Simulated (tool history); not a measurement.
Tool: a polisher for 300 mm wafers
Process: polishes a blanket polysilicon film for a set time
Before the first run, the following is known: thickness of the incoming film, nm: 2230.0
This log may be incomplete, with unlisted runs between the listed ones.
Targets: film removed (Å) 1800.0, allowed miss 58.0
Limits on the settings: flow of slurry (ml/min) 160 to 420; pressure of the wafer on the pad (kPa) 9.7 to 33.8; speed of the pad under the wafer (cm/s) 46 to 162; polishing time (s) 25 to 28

run  hour  flow of slurry (ml/min)  pressure of the wafer on the pad (kPa)  speed of the pad under the wafer (cm/s)  polishing time (s)  film removed (Å)
  1   0.0                      270                                    21.4                                      104                  28            2783.0
  2   8.0                      270                                    20.0                                      104                  28            2587.1
  3  11.7                      270                                    19.3                                      104                  28            2524.0
  4  14.7                      270                                    18.6                                      104                  28            2472.6
  5  17.9                      270                                    17.9                                      104                  28            2416.8
  6  25.2                      270                                    21.4                                      104                  28            2712.2
  7  32.2                      270                                    20.0                                      104                  28            2605.6
  8  38.6                      270                                    18.6                                      104                  28            2458.9
  9  41.7                      270                                    17.9                                      104                  28            2378.5
 10  50.4                      270                                    17.2                                      104                  28            2347.1
     53.2  -- worn pad replaced by a new one
 11  53.2                      270                                    16.5                                      104                  28            2397.9
 12  54.0                      270                                    15.9                                      102                  28            2247.8
 13  58.8                      270                                    15.2                                      102                  28            2207.5
 14  59.3                      270                                    14.5                                      102                  28            2151.6
 15  66.4                      270                                    13.8                                      102                  28            2083.0
 16  72.4                      270                                    13.1                                      102                  28            1968.7
 17  77.2                      270                                    13.1                                      102                  28            1974.5

Exactly one of the 5 candidate moves below puts every result within its allowed miss. Which one?
  A  82.0                      275                                    15.2                                       88                  28                 ?
  B  82.0                      280                                    12.4                                      114                  26                 ?
  C  82.0                      275                                    13.1                                      106                  26                 ?
  D  82.0                      300                                    16.5                                       80                  27                 ?
  E  82.0                      275                                    15.2                                      102                  25                 ?

move  film removed (Å)
   A            1922.7
   B            2004.1
   C            1932.2
   D            1815.9
   E            1980.2
A: better than the last run, though not everything is in spec
B: its largest miss is bigger than the last run's
C: better than the last run, though not everything is in spec
D: all results land within tolerance of their targets
E: no better and no worse than the last run
D meets every target.

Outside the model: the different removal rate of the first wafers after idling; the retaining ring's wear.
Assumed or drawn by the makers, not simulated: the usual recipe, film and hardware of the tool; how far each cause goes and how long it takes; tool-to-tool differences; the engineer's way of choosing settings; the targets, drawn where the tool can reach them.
